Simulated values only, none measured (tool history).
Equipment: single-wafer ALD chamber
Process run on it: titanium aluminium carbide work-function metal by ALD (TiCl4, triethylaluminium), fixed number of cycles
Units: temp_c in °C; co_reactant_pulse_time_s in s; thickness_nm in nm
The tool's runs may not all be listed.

run 1 day=0 | temp_c=280 co_reactant_pulse_time_s=9.4 | thickness_nm=1.7338
run 2 day=0.025 | temp_c=280 co_reactant_pulse_time_s=11.14 | thickness_nm=1.7548
run 3 day=0.379 | temp_c=284 co_reactant_pulse_time_s=11.54 | thickness_nm=1.8047
run 4 day=0.462 | temp_c=288 co_reactant_pulse_time_s=11.54 | thickness_nm=1.8224
run 5 day=0.821 | temp_c=283 co_reactant_pulse_time_s=11.54 | thickness_nm=1.7953
run 6 day=1 | temp_c=286 co_reactant_pulse_time_s=11.91 | thickness_nm=1.8251

Expected results for the next run?
run 7 day=1.25 | temp_c=288 co_reactant_pulse_time_s=12.16 | thickness_nm=?

{"run 7": {"thickness_nm": 1.8277}}
